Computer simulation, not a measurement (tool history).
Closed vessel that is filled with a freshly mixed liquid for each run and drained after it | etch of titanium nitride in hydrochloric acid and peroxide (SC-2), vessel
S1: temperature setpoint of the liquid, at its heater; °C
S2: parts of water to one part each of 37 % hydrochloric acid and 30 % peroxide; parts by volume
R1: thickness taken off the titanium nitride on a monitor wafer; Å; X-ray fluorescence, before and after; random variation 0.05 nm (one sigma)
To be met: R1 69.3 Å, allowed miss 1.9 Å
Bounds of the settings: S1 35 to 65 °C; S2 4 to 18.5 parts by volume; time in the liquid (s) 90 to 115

{"run": 1, "hour": 0.0, "S1": 49, "S2": 10.5, "time in the liquid (s)": 115, "R1": 26.903}
{"run": 2, "hour": 4.8, "S1": 49, "S2": 10.5, "time in the liquid (s)": 115, "R1": 27.063}
{"run": 3, "hour": 7.6, "S1": 52.5, "S2": 10.5, "time in the liquid (s)": 115, "R1": 34.348}
{"run": 4, "hour": 13.8, "S1": 50, "S2": 10.5, "time in the liquid (s)": 115, "R1": 28.706}
{"run": 5, "hour": 21.0, "S1": 53, "S2": 10.5, "time in the liquid (s)": 115, "R1": 35.168}
{"run": 6, "hour": 25.2, "S1": 47.5, "S2": 10.5, "time in the liquid (s)": 115, "R1": 24.343}
{"run": 7, "hour": 29.1, "S1": 51, "S2": 10.5, "time in the liquid (s)": 115, "R1": 30.621}
{"run": 8, "hour": 33.8, "S1": 59, "S2": 10.5, "time in the liquid (s)": 115, "R1": 51.478}
{"run": 9, "hour": 40.1, "S1": 60, "S2": 10.5, "time in the liquid (s)": 115, "R1": 54.375}
{"run": 10, "hour": 44.0, "S1": 61, "S2": 10.5, "time in the liquid (s)": 115, "R1": 57.518}
{"run": 11, "hour": 52.9, "S1": 61.5, "S2": 10.5, "time in the liquid (s)": 115, "R1": 60.288}
{"run": 12, "hour": 57.8, "S1": 62, "S2": 10.5, "time in the liquid (s)": 115, "R1": 62.133}
{"run": 13, "hour": 58.7, "S1": 62, "S2": 10.5, "time in the liquid (s)": 115, "R1": 62.075}
{"run": 14, "hour": 66.5, "S1": 62.5, "S2": 10.5, "time in the liquid (s)": 115, "R1": 63.848}
{"run": 15, "hour": 69.8, "S1": 63, "S2": 10.5, "time in the liquid (s)": 115, "R1": 66.502}

5 next moves are on the table. One of them brings every result within its allowed miss. Which?
{"run": "A", "hour": 73.1, "S1": 61, "S2": 7, "time in the liquid (s)": 90, "R1": "?"}
{"run": "B", "hour": 73.1, "S1": 63.5, "S2": 11, "time in the liquid (s)": 115, "R1": "?"}
{"run": "C", "hour": 73.1, "S1": 65, "S2": 11.5, "time in the liquid (s)": 110, "R1": "?"}
{"run": "D", "hour": 73.1, "S1": 65, "S2": 12.5, "time in the liquid (s)": 115, "R1": "?"}
{"run": "E", "hour": 73.1, "S1": 55, "S2": 4.5, "time in the liquid (s)": 105, "R1": "?"}

move=A R1=63.271
move=B R1=65.338
move=C R1=65.965
move=D R1=64.207
move=E R1=69.826
A: further off than the last run
B: further off than the last run
C: further off than the last run
D: further off than the last run
E: meets every target
Answer: E

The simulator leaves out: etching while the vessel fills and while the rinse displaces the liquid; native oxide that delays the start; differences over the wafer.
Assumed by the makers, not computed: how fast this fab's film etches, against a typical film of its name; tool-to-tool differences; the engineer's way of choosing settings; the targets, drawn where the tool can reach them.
